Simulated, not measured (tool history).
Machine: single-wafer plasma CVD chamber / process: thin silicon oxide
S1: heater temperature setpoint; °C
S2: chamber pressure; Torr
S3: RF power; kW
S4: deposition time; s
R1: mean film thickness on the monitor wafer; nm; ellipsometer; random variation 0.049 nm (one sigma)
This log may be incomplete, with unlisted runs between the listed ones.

Run 1, hour 0: S1 400 °C, S2 0.787 Torr, S3 0.22 kW, S4 11.8 s. Result: R1 16.91 nm.
Run 2, hour 4.3: S1 400 °C, S2 0.787 Torr, S3 0.22 kW, S4 11.8 s. Result: R1 17.002 nm.
Run 3, hour 10.8: S1 400 °C, S2 0.765 Torr, S3 0.22 kW, S4 11.8 s. Result: R1 16.574 nm.
Run 4, hour 18.8: S1 406 °C, S2 0.765 Torr, S3 0.22 kW, S4 11.8 s. Result: R1 16.409 nm.
Run 5, hour 19.9: S1 407 °C, S2 0.748 Torr, S3 0.22 kW, S4 11.8 s. Result: R1 16.151 nm.
Run 6, hour 21.8: S1 407 °C, S2 0.733 Torr, S3 0.22 kW, S4 11.8 s. Result: R1 15.908 nm.
Run 7, hour 23.9: S1 407 °C, S2 0.72 Torr, S3 0.22 kW, S4 11.8 s. Result: R1 15.414 nm.
Run 8, hour 24.8: S1 407 °C, S2 0.713 Torr, S3 0.22 kW, S4 11.8 s. Result: R1 15.331 nm.
Run 9, hour 27.3: S1 407 °C, S2 0.707 Torr, S3 0.22 kW, S4 11.8 s. Result: R1 15.279 nm.
Run 10, hour 30.9: S1 407 °C, S2 0.701 Torr, S3 0.22 kW, S4 11.8 s. Result: R1 15.104 nm.

What does the tool deliver on the next run?
Run 11, hour 37: S1 407 °C, S2 0.697 Torr, S3 0.22 kW, S4 11.8 s. Result: R1 ?.

{"run 11": {"R1": 15.039}}

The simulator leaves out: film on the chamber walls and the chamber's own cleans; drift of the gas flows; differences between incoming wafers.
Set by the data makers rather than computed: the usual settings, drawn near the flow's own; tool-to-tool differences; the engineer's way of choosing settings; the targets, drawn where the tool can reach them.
